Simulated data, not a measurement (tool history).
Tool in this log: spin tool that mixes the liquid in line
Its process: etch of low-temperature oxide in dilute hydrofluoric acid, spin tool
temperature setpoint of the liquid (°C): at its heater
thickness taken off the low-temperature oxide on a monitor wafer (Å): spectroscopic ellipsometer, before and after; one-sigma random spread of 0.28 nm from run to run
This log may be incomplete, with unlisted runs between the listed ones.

run  hour  temperature setpoint of the liquid (°C)  parts of water to one part of 49 % hydrofluoric acid (parts by volume)  time under the liquid (s)  thickness taken off the low-temperature oxide on a monitor wafer (Å)
  1     0                                       21                                                                      50                        125                                                                474.48
  2   4.6                                       21                                                                      50                        135                                                                508.56
  3   7.3                                       20                                                                      55                        135                                                                436.65
  4  15.1                                     19.5                                                                      55                        135                                                                432.86
  5  20.5                                       22                                                                      55                        135                                                                483.53
  6  24.8                                       22                                                                      70                        135                                                                368.85

The next listed run, before its measurement:
  7  32.9                                       21                                                                      70                        135                                                                     ?

thickness taken off the low-temperature oxide on a monitor wafer (Å): 355.85

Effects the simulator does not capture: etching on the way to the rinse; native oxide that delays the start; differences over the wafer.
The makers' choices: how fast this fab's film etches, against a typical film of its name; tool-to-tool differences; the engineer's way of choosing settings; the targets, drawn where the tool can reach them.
